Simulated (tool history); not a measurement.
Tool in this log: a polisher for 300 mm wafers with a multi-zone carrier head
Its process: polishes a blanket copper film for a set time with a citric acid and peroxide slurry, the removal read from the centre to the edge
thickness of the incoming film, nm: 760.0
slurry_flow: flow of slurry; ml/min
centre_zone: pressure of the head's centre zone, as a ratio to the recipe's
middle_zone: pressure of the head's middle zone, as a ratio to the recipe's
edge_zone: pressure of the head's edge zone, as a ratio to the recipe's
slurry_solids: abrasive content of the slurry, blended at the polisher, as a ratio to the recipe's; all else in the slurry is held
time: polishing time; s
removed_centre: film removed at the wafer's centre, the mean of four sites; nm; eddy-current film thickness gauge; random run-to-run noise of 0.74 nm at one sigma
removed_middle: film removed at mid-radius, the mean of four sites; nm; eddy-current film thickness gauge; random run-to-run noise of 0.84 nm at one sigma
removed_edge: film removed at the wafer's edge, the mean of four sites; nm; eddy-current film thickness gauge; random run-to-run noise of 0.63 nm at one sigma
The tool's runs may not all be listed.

Run 1, hour 0: slurry_flow 135 ml/min, centre_zone 1, middle_zone 1, edge_zone 1, slurry_solids 1, time 36 s. Result: removed_centre 82.574 nm, removed_middle 80.096 nm, removed_edge 81.82 nm.
Run 2, hour 2.7: slurry_flow 115 ml/min, centre_zone 1, middle_zone 1, edge_zone 1, slurry_solids 1, time 36 s. Result: removed_centre 76.859 nm, removed_middle 77.662 nm, removed_edge 78.256 nm.
Run 3, hour 10.1: slurry_flow 115 ml/min, centre_zone 1, middle_zone 1, edge_zone 1.05, slurry_solids 1, time 36 s. Result: removed_centre 78.28 nm, removed_middle 77.922 nm, removed_edge 81.216 nm.
Run 4, hour 18.7: slurry_flow 115 ml/min, centre_zone 1, middle_zone 1, edge_zone 1.12, slurry_solids 1, time 36 s. Result: removed_centre 79.015 nm, removed_middle 77.586 nm, removed_edge 83.1 nm.
Run 5, hour 21.3: slurry_flow 115 ml/min, centre_zone 1.04, middle_zone 1.01, edge_zone 1.07, slurry_solids 0.85, time 35 s. Result: removed_centre 75.939 nm, removed_middle 75.429 nm, removed_edge 76.656 nm.
Run 6, hour 29.7: slurry_flow 110 ml/min, centre_zone 1.08, middle_zone 0.99, edge_zone 1.02, slurry_solids 0.75, time 35 s. Result: removed_centre 75.803 nm, removed_middle 70.026 nm, removed_edge 72.354 nm.
Run 7, hour 37.3: slurry_flow 105 ml/min, centre_zone 1.1, middle_zone 1, edge_zone 0.98, slurry_solids 0.7, time 35 s. Result: removed_centre 76.177 nm, removed_middle 69.291 nm, removed_edge 68.792 nm.
Run 8, hour 38.9: slurry_flow 100 ml/min, centre_zone 1.11, middle_zone 1, edge_zone 0.96, slurry_solids 0.7, time 35 s. Result: removed_centre 74.266 nm, removed_middle 65.983 nm, removed_edge 68.348 nm.
Run 9, hour 40.9: slurry_flow 100 ml/min, centre_zone 1.12, middle_zone 1.02, edge_zone 0.93, slurry_solids 0.65, time 35 s. Result: removed_centre 74.962 nm, removed_middle 66.363 nm, removed_edge 64.75 nm.
Run 10, hour 42.6: slurry_flow 100 ml/min, centre_zone 1.12, middle_zone 1.02, edge_zone 0.92, slurry_solids 0.65, time 35 s. Result: removed_centre 74.211 nm, removed_middle 66.475 nm, removed_edge 65.991 nm.
Run 11, hour 49.6: slurry_flow 100 ml/min, centre_zone 1.13, middle_zone 1.03, edge_zone 0.9, slurry_solids 0.65, time 35 s. Result: removed_centre 74.758 nm, removed_middle 66.307 nm, removed_edge 63.674 nm.

Expected results for the next run?
Run 12, hour 57.2: slurry_flow 100 ml/min, centre_zone 1.13, middle_zone 1.03, edge_zone 0.89, slurry_solids 0.65, time 35 s. Result: removed_centre ?, removed_middle ?, removed_edge ?.

{"run 12": {"removed_centre": 74.646, "removed_middle": 67.839, "removed_edge": 64.559}}

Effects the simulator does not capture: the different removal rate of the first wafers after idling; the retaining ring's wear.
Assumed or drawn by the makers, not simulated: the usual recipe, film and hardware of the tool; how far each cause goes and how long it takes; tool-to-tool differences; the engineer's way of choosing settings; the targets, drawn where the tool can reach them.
